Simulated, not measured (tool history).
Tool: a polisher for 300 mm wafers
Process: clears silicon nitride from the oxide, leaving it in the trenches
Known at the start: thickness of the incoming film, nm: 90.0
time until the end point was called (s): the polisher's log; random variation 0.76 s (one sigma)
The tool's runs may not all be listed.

| run | hour | flow of slurry (ml/min) | pressure of the wafer on the pad (kPa) | speed of the pad under the wafer (cm/s) | overpolish time after the end point (s) | time until the end point was called (s) |
|---|---|---|---|---|---|---|
| 1 | 0 | 245 | 15.2 | 78 | 23 | 141.24 |
| 2 | 3.7 | 245 | 15.2 | 78 | 25 | 142.89 |
| 3 | 12.5 | 270 | 15.2 | 78 | 25 | 143.95 |
| 4 | 19.6 | 270 | 15.2 | 58 | 25 | 187.87 |
| 5 | 22.9 | 270 | 17.9 | 58 | 25 | 168.14 |
| 6 | 26.1 | 270 | 18.6 | 62 | 25 | 150.58 |
| 7 | 34.7 | 285 | 22.8 | 80 | 25 | 101.85 |

Forecast run 8:
|  | 43.7 | head pressure recalibrated |
| 8 | 43.7 | 285 | 22.8 | 82 | 25 | ? |

time until the end point was called (s): 95.923

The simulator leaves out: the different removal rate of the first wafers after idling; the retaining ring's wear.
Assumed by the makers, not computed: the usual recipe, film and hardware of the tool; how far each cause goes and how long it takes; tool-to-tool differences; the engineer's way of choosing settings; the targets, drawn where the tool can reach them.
